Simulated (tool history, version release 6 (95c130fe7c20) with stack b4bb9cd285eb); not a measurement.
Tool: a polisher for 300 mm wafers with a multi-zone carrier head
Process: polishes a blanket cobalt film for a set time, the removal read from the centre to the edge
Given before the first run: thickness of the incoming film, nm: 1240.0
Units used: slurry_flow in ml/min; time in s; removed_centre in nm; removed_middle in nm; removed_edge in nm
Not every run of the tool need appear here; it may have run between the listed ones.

| run | hour | slurry_flow | centre_zone | middle_zone | edge_zone | time | removed_centre | removed_middle | removed_edge |
|---|---|---|---|---|---|---|---|---|---|
| 1 | 0 | 195 | 1 | 1 | 1 | 59 | 290.16 | 288.5 | 293.7 |
| 2 | 6 | 195 | 1 | 1 | 1 | 49 | 244.36 | 243.5 | 248.04 |
| 3 | 13.9 | 195 | 1 | 1 | 1.03 | 49 | 245.38 | 239.3 | 246.3 |
| 4 | 20.2 | 195 | 0.96 | 0.98 | 1.05 | 57 | 274.92 | 278.18 | 290.82 |
| 5 | 29 | 210 | 0.93 | 0.96 | 1.1 | 60 | 280 | 289.35 | 309.98 |
| 6 | 37.3 | 205 | 0.92 | 0.94 | 1.12 | 63 | 296.75 | 301.26 | 325.14 |
| 7 | 43.2 | 215 | 0.9 | 0.92 | 1.14 | 65 | 297.61 | 302.34 | 341.7 |
| 8 | 44.1 | 225 | 0.9 | 0.92 | 1.16 | 66 | 306.14 | 309.63 | 349.57 |

Predict the results of run 9:
| 9 | 46.4 | 230 | 0.9 | 0.92 | 1.17 | 67 | ? | ? | ? |

removed_centre: 315.41 nm
removed_middle: 312.16 nm
removed_edge: 355.94 nm
